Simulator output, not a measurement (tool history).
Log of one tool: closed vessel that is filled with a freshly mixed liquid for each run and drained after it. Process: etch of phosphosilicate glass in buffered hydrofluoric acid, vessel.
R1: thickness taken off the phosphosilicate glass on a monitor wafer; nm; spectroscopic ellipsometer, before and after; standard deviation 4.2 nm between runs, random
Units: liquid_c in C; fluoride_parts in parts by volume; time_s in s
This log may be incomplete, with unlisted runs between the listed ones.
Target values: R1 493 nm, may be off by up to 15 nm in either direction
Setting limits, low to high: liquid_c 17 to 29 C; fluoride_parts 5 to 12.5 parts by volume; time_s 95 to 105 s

{"run": 1, "day": 0.0, "liquid_c": 21, "fluoride_parts": 7.5, "time_s": 95, "R1": 978.02}
{"run": 2, "day": 0.15, "liquid_c": 21, "fluoride_parts": 9, "time_s": 95, "R1": 798.61}
{"run": 3, "day": 0.538, "liquid_c": 17.5, "fluoride_parts": 9, "time_s": 95, "R1": 650.69}
{"run": 4, "day": 0.592, "liquid_c": 19, "fluoride_parts": 9, "time_s": 95, "R1": 708.12}
{"run": 5, "day": 0.85, "liquid_c": 19, "fluoride_parts": 11, "time_s": 95, "R1": 600.15}
{"run": 6, "day": 0.929, "liquid_c": 19, "fluoride_parts": 11, "time_s": 95, "R1": 600.06}
{"run": 7, "day": 1.179, "liquid_c": 18.5, "fluoride_parts": 11, "time_s": 95, "R1": 583.54}
{"run": 8, "day": 1.312, "liquid_c": 18, "fluoride_parts": 11, "time_s": 95, "R1": 576.48}
{"run": 9, "day": 1.467, "liquid_c": 17.5, "fluoride_parts": 11.5, "time_s": 95, "R1": 527.17}

5 next moves are on the table. One of them brings every result within its allowed miss. Which?
{"run": "A", "day": 1.621, "liquid_c": 17, "fluoride_parts": 12, "time_s": 100, "R1": "?"}
{"run": "B", "day": 1.621, "liquid_c": 17, "fluoride_parts": 12.5, "time_s": 105, "R1": "?"}
{"run": "C", "day": 1.621, "liquid_c": 17, "fluoride_parts": 11, "time_s": 95, "R1": "?"}
{"run": "D", "day": 1.621, "liquid_c": 17, "fluoride_parts": 12, "time_s": 95, "R1": "?"}
{"run": "E", "day": 1.621, "liquid_c": 17, "fluoride_parts": 11.5, "time_s": 95, "R1": "?"}

move=A R1=515.55
move=B R1=520.19
move=C R1=533.13
move=D R1=489.77
move=E R1=510.56
A: an improvement on the last run, though not all results are within tolerance
B: an improvement on the last run, though not all results are within tolerance
C: moves away from the targets compared with the last run
D: every result lands within tolerance
E: an improvement on the last run, though not all results are within tolerance
The move that meets every target is D.
